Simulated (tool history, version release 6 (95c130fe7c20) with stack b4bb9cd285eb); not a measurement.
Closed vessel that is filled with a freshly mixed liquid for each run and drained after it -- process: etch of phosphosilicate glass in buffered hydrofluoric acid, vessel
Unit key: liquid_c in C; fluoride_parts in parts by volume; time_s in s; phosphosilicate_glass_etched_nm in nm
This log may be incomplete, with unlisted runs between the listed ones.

run,day,liquid_c,fluoride_parts,time_s,phosphosilicate_glass_etched_nm
1,0.000,21.0,21.0,95,248.26
2,0.104,21.0,26.5,95,212.58
3,0.333,21.0,26.5,105,233.43
4,0.596,22.5,25.0,105,269.05
5,0.921,23.5,23.5,105,299.85
6,1.042,24.5,22.5,105,320.15

Forecast run 7:
7,1.108,25.5,21.0,105,?

phosphosilicate_glass_etched_nm: 349.38 nm
